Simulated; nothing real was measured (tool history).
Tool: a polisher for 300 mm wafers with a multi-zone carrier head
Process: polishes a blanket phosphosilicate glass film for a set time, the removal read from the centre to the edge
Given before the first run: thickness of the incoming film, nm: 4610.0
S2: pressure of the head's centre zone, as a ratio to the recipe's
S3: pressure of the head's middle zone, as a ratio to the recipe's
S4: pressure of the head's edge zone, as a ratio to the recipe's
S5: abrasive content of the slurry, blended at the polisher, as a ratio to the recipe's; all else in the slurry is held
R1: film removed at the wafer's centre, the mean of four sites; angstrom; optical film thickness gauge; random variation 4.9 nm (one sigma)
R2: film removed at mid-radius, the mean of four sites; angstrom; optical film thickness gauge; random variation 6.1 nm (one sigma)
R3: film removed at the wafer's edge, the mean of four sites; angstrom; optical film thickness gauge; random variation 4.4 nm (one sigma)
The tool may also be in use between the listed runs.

run 1 hour=0 | flow_of_slurry_(ml/min)=265 S2=1 S3=1 S4=1 S5=1 polishing_time_(s)=82 | R1=8033.7 R2=8280.4 R3=7925.8
run 2 hour=4.8 | flow_of_slurry_(ml/min)=210 S2=1 S3=1 S4=1 S5=1 polishing_time_(s)=82 | R1=7720.5 R2=8030.7 R3=7750.6
run 3 hour=10.4 | flow_of_slurry_(ml/min)=210 S2=1 S3=0.97 S4=1 S5=1 polishing_time_(s)=82 | R1=7797.3 R2=7787 R3=7870.6
run 4 hour=12.4 | flow_of_slurry_(ml/min)=220 S2=1 S3=0.96 S4=0.98 S5=0.9 polishing_time_(s)=81 | R1=7383.2 R2=7212.7 R3=7135.1
run 5 hour=13.6 | flow_of_slurry_(ml/min)=220 S2=0.99 S3=0.94 S4=0.96 S5=0.85 polishing_time_(s)=81 | R1=6976.5 R2=6829.1 R3=6806.8
run 6 hour=16.4 | flow_of_slurry_(ml/min)=220 S2=0.99 S3=0.92 S4=0.94 S5=0.8 polishing_time_(s)=81 | R1=6651.6 R2=6711 R3=6636.3
run 7 hour=25.3 | flow_of_slurry_(ml/min)=215 S2=1 S3=0.9 S4=0.93 S5=0.75 polishing_time_(s)=81 | R1=6492.1 R2=6182.4 R3=6262.1
run 8 hour=26.2 | flow_of_slurry_(ml/min)=210 S2=1 S3=0.89 S4=0.91 S5=0.75 polishing_time_(s)=81 | R1=6491.5 R2=6230.9 R3=6276.7
run 9 hour=30 | flow_of_slurry_(ml/min)=225 S2=1.04 S3=0.85 S4=0.87 S5=0.5 polishing_time_(s)=80 | R1=4901.5 R2=4394.9 R3=4320.1
run 10 hour=36.2 | flow_of_slurry_(ml/min)=225 S2=1.05 S3=0.87 S4=0.91 S5=0.5 polishing_time_(s)=80 | R1=4837.3 R2=4349 R3=4371.2
run 11 hour=43.8 | flow_of_slurry_(ml/min)=225 S2=1.04 S3=0.87 S4=0.91 S5=0.55 polishing_time_(s)=80 | R1=5256.2 R2=4779.2 R3=4886
run 12 hour=44.8 | flow_of_slurry_(ml/min)=300 S2=1.09 S3=0.93 S4=1.01 S5=0.65 polishing_time_(s)=80 | R1=6497.2 R2=5935.4 R3=5896.4
run 13 hour=51.3 | flow_of_slurry_(ml/min)=290 S2=1.09 S3=0.93 S4=1.01 S5=0.65 polishing_time_(s)=80 | R1=6559.8 R2=5856.8 R3=5991.4
run 14 hour=52.1 | flow_of_slurry_(ml/min)=290 S2=1.09 S3=0.93 S4=1.01 S5=0.65 polishing_time_(s)=80 | R1=6576.9 R2=5855.8 R3=5959.9
run 15 hour=57.9 | flow_of_slurry_(ml/min)=280 S2=1.09 S3=0.93 S4=1 S5=0.65 polishing_time_(s)=80 | R1=6563.3 R2=5868.7 R3=5860.4
run 16 hour=60.5 | flow_of_slurry_(ml/min)=270 S2=1.08 S3=0.93 S4=1 S5=0.65 polishing_time_(s)=80 | R1=6450.9 R2=5780.8 R3=5856.8
run 17 hour=61.7 | flow_of_slurry_(ml/min)=260 S2=1.08 S3=0.93 S4=1 S5=0.65 polishing_time_(s)=80 | R1=6404.6 R2=5746.6 R3=5896.7
run 18 hour=69.2 | flow_of_slurry_(ml/min)=255 S2=1.08 S3=0.93 S4=0.99 S5=0.65 polishing_time_(s)=80 | R1=6327.7 R2=5832.8 R3=5800.9

Forecast run 19:
run 19 hour=74.2 | flow_of_slurry_(ml/min)=250 S2=1.08 S3=0.92 S4=0.98 S5=0.65 polishing_time_(s)=80 | R1=? R2=? R3=?

{"run 19": {"R1": 6353.4, "R2": 5742.6, "R3": 5762.8}}

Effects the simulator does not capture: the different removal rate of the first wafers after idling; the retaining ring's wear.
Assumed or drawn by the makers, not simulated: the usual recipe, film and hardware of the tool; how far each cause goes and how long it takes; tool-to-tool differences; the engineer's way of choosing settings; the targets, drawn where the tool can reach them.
